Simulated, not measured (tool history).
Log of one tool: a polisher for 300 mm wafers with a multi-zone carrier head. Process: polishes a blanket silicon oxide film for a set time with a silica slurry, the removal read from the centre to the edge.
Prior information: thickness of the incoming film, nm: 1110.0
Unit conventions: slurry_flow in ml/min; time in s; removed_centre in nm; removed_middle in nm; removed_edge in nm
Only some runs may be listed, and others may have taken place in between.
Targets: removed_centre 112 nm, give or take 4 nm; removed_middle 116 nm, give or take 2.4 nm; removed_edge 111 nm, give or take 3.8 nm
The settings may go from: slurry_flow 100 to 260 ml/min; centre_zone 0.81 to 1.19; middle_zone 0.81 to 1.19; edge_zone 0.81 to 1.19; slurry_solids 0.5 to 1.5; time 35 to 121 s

run	day	slurry_flow	centre_zone	middle_zone	edge_zone	slurry_solids	time	removed_centre	removed_middle	removed_edge
1	0	165	1	1	1	1	78	197.17	192.83	188.44
2	0.033	165	1	0.97	1	1	78	191.14	187.83	186.95
3	0.325	165	1	0.97	1.07	1	78	192.36	191.47	195.55
4	0.504	165	1	0.97	1.02	1	78	193.49	187.23	187.95
5	0.862	165	1	1.05	1.02	1	78	194.92	203.23	187.55
6	0.95	165	1	1.13	1.02	1	78	191.83	215.71	187.18
7	1.092	160	0.99	1.11	1	0.95	76	179.7	200.89	176.98
8	1.192	160	0.99	1.1	0.98	0.9	74	173.11	191.22	166.52
9	1.392	155	0.98	1.08	0.97	0.85	73	162.32	177.93	158.45
10	1.442	155	0.97	1.07	0.96	0.8	72	153.29	169.01	149.57
11	1.683	155	0.96	1.05	0.95	0.75	72	146.04	160.58	145.74
12	1.95	155	0.96	1.04	0.94	0.7	71	139.38	152.08	139.55
13	2.162	155	0.96	1.03	0.93	0.7	71	140.63	150.97	137.11
14	2.508	155	0.95	1.02	0.92	0.7	71	141.54	149.54	133.87
15	2.738	105	0.85	0.92	0.89	0.5	71	91.158	102.55	102.53
16	2.833	115	0.85	0.92	0.88	0.5	71	95.507	107.13	106.43
17	2.867	120	0.86	0.92	0.87	0.5	71	95.416	106.88	106.9
18	3.05	125	0.87	0.92	0.86	0.5	70	97.8	107	105.1
19	3.083	130	0.87	0.92	0.86	0.5	70	99.707	107.46	106.38
20	3.258	135	0.87	0.92	0.86	0.5	70	100.82	109.16	106.53
21	3.367	140	0.87	0.92	0.86	0.5	70	101.49	110.62	107.68
22	3.592	145	0.87	0.92	0.86	0.5	70	104.75	110.46	107.86

4 candidate next runs follow, results not yet known. Just one meets every target within its allowed miss. Identify it.
A	3.817	110	0.88	0.93	0.91	0.55	69	?	?	?
B	3.817	255	0.91	0.97	0.86	0.65	52	?	?	?
C	3.817	125	0.95	0.96	0.89	0.5	73	?	?	?
D	3.817	220	0.97	0.91	0.81	0.5	69	?	?	?

move	removed_centre	removed_middle	removed_edge
A	97.26	108.89	109.33
B	100.23	109.9	99.083
C	109.73	116.08	111.07
D	119.79	117.03	109
A: misses by more than the last run did
B: misses by more than the last run did
C: every result within its allowed miss
D: meets the target for the result that was furthest off, but another lies outside its allowed miss
The right move is C.

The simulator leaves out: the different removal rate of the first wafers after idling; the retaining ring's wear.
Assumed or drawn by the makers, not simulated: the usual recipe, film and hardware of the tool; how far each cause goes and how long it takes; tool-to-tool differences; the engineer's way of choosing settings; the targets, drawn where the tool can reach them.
